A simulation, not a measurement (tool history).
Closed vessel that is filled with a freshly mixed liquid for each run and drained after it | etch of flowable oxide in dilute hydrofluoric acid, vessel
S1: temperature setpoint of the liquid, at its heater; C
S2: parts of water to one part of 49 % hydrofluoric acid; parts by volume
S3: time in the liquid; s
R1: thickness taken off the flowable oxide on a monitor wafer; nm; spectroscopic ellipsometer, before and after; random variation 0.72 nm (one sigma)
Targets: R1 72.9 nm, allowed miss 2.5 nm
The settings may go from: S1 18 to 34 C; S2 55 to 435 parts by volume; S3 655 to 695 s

run  hour    S1   S2   S3      R1
  1     0    26  245  655  104.85
  2   4.3    29  245  655  117.02
  3  10.5    26  255  655  99.409
  4  13.4    26  255  695  106.79
  5  19.1  23.5  260  695  92.695
  6  20.6    22  260  695  88.797
  7  24.6    21  265  695  82.413
  8  25.9    20  265  695  81.588
  9  30.1    20  265  695   80.08
 10  37.8  19.5  265  695  78.422

4 next moves are on the table. One of them brings every result within its allowed miss. Which?
  A  45.5    19  280  695   ?
  B  45.5  20.5  255  695   ?
  C  45.5    18  240  680   ?
  D  45.5    20  255  690   ?

move      R1
   A  72.109
   B  85.666
   C   82.13
   D  83.478
A: meets every target
B: further off than the last run
C: further off than the last run
D: further off than the last run
Answer: A
